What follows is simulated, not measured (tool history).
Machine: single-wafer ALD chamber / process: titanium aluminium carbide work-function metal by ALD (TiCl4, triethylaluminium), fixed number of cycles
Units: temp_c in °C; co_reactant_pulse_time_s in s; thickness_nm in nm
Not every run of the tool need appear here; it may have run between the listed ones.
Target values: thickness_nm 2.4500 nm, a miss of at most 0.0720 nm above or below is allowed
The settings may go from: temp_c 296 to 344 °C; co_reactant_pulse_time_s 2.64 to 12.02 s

{"run": 1, "hour": 0.0, "temp_c": 320, "co_reactant_pulse_time_s": 7.33, "thickness_nm": 2.0034}
{"run": 2, "hour": 3.1, "temp_c": 323, "co_reactant_pulse_time_s": 7.95, "thickness_nm": 2.1222}
{"run": 3, "hour": 7.6, "temp_c": 323, "co_reactant_pulse_time_s": 9.13, "thickness_nm": 2.2113}
{"run": 4, "hour": 10.6, "temp_c": 325, "co_reactant_pulse_time_s": 9.27, "thickness_nm": 2.2281}
{"run": 5, "hour": 18.6, "temp_c": 321, "co_reactant_pulse_time_s": 9.27, "thickness_nm": 2.1966}
{"run": 6, "hour": 22.3, "temp_c": 317, "co_reactant_pulse_time_s": 9.27, "thickness_nm": 2.1654}
{"run": 7, "hour": 24.2, "temp_c": 319, "co_reactant_pulse_time_s": 9.54, "thickness_nm": 2.2236}
{"run": 8, "hour": 27.0, "temp_c": 320, "co_reactant_pulse_time_s": 9.78, "thickness_nm": 2.2342}
{"hour": 34.5, "done": "triethylaluminium bottle replaced"}
{"run": 9, "hour": 34.5, "temp_c": 321, "co_reactant_pulse_time_s": 9.98, "thickness_nm": 2.3236}
{"run": 10, "hour": 42.8, "temp_c": 322, "co_reactant_pulse_time_s": 10.05, "thickness_nm": 2.3384}
{"run": 11, "hour": 44.1, "temp_c": 323, "co_reactant_pulse_time_s": 10.1, "thickness_nm": 2.3279}
{"run": 12, "hour": 51.2, "temp_c": 324, "co_reactant_pulse_time_s": 10.18, "thickness_nm": 2.3389}
{"run": 13, "hour": 57.0, "temp_c": 324, "co_reactant_pulse_time_s": 10.18, "thickness_nm": 2.3188}
{"run": 14, "hour": 62.8, "temp_c": 324, "co_reactant_pulse_time_s": 10.18, "thickness_nm": 2.3323}

Which of these 5 next moves meets every target?
{"run": "A", "hour": 68.6, "temp_c": 319, "co_reactant_pulse_time_s": 8.15, "thickness_nm": "?"}
{"run": "B", "hour": 68.6, "temp_c": 321, "co_reactant_pulse_time_s": 8.32, "thickness_nm": "?"}
{"run": "C", "hour": 68.6, "temp_c": 321, "co_reactant_pulse_time_s": 8.43, "thickness_nm": "?"}
{"run": "D", "hour": 68.6, "temp_c": 331, "co_reactant_pulse_time_s": 10.59, "thickness_nm": "?"}
{"run": "E", "hour": 68.6, "temp_c": 320, "co_reactant_pulse_time_s": 9.48, "thickness_nm": "?"}

move=A thickness_nm=2.2310
move=B thickness_nm=2.2622
move=C thickness_nm=2.2685
move=D thickness_nm=2.4490
move=E thickness_nm=2.3029
A: misses by more than the last run did
B: misses by more than the last run did
C: misses by more than the last run did
D: each result inside its tolerance
E: misses by more than the last run did
The right move is D.
